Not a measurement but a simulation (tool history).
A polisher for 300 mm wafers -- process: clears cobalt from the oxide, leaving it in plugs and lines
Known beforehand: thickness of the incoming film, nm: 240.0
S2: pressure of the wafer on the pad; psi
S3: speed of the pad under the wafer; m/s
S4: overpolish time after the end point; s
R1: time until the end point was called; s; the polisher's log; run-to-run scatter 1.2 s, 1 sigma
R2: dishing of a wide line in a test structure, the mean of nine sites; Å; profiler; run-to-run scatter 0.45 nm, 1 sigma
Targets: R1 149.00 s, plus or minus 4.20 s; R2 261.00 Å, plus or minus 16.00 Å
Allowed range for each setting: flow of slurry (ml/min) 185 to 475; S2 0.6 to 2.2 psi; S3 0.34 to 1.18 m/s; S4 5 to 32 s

run 1 day=0.000 | flow_of_slurry_(ml/min)=305 S2=1.4 S3=0.76 S4=16 | R1=117.82 R2=235.20
run 2 day=0.333 | flow_of_slurry_(ml/min)=305 S2=1.3 S3=0.76 S4=18 | R1=124.67 R2=238.72
run 3 day=0.625 | flow_of_slurry_(ml/min)=305 S2=1.2 S3=0.76 S4=20 | R1=137.20 R2=255.33
run 4 day=0.692 | flow_of_slurry_(ml/min)=245 S2=1.2 S3=0.76 S4=20 | R1=139.04 R2=246.83
run 5 day=0.783 | flow_of_slurry_(ml/min)=245 S2=1.2 S3=0.76 S4=16 | R1=140.33 R2=209.10
run 6 day=0.896 | flow_of_slurry_(ml/min)=245 S2=1.0 S3=0.76 S4=16 | R1=165.29 R2=177.21
run 7 day=0.962 | flow_of_slurry_(ml/min)=245 S2=1.0 S3=0.76 S4=16 | R1=165.62 R2=176.61
run 8 day=1.108 | flow_of_slurry_(ml/min)=245 S2=1.0 S3=0.76 S4=18 | R1=163.66 R2=198.12
run 9 day=1.242 | flow_of_slurry_(ml/min)=250 S2=1.0 S3=0.76 S4=19 | R1=163.64 R2=207.54
run 10 day=1.371 | flow_of_slurry_(ml/min)=255 S2=1.2 S3=0.76 S4=23 | R1=138.94 R2=275.27
-- day=1.529 head pressure recalibrated
run 11 day=1.529 | flow_of_slurry_(ml/min)=250 S2=1.2 S3=0.76 S4=23 | R1=126.28 R2=290.80

Consider the 4 candidate settings below. Which is the only one whose results all fall within their allowed miss of target?
run A day=1.688 | flow_of_slurry_(ml/min)=270 S2=1.0 S3=0.72 S4=30 | R1=? R2=?
run B day=1.688 | flow_of_slurry_(ml/min)=290 S2=1.1 S3=0.74 S4=19 | R1=? R2=?
run C day=1.688 | flow_of_slurry_(ml/min)=340 S2=1.0 S3=0.80 S4=18 | R1=? R2=?
run D day=1.688 | flow_of_slurry_(ml/min)=290 S2=1.2 S3=0.64 S4=23 | R1=? R2=?

move=A R1=158.51 R2=305.89
move=B R1=139.87 R2=239.85
move=C R1=139.90 R2=230.02
move=D R1=148.09 R2=265.45
A: takes the result that was furthest off past its target
B: better than the last run, though not everything is in spec
C: better than the last run, though not everything is in spec
D: every result lands within tolerance
D meets every target.

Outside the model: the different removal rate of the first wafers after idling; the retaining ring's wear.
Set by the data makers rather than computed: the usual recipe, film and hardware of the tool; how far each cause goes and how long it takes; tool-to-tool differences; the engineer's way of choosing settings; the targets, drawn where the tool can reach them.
